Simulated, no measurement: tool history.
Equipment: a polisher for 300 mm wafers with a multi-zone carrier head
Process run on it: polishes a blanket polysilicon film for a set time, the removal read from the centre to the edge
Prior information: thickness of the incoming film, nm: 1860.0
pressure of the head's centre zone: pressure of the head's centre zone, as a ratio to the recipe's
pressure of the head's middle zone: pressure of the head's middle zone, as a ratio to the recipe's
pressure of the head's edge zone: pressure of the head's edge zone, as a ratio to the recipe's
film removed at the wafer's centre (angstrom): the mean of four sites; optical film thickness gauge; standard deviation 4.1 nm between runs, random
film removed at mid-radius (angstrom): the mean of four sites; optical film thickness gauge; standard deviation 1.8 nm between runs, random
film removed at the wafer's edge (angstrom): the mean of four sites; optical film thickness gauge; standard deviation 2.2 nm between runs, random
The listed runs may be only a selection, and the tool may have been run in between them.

| run | hour | flow of slurry (ml/min) | pressure of the head's centre zone | pressure of the head's middle zone | pressure of the head's edge zone | polishing time (s) | film removed at the wafer's centre (angstrom) | film removed at mid-radius (angstrom) | film removed at the wafer's edge (angstrom) |
|---|---|---|---|---|---|---|---|---|---|
| 1 | 0.0 | 245 | 1.00 | 1.00 | 1.00 | 63 | 2199.6 | 2358.4 | 2416.4 |
| 2 | 3.5 | 245 | 1.00 | 1.04 | 1.00 | 63 | 2236.5 | 2447.9 | 2435.1 |
| 3 | 11.4 | 250 | 1.02 | 1.03 | 1.02 | 65 | 2305.9 | 2545.2 | 2564.1 |
| 4 | 16.1 | 250 | 1.02 | 1.09 | 1.02 | 65 | 2302.0 | 2618.1 | 2529.9 |
| 5 | 17.1 | 205 | 1.02 | 1.09 | 1.02 | 65 | 2249.5 | 2524.5 | 2497.2 |
| 6 | 23.5 | 215 | 1.04 | 1.07 | 1.03 | 66 | 2374.9 | 2583.2 | 2566.5 |
| 7 | 28.2 | 225 | 1.06 | 1.05 | 1.05 | 67 | 2469.3 | 2584.0 | 2600.4 |
| 8 | 31.7 | 225 | 1.07 | 1.03 | 1.07 | 69 | 2538.2 | 2618.0 | 2677.6 |

Run 9 has not been measured yet. What should we expect?
|  | 39.4 | centre zone pressure recalibrated |
| 9 | 39.4 | 225 | 1.08 | 1.01 | 1.08 | 71 | ? | ? | ? |

{"run 9": {"film removed at the wafer's centre (angstrom)": 2847.0, "film removed at mid-radius (angstrom)": 2643.9, "film removed at the wafer's edge (angstrom)": 2853.4}}
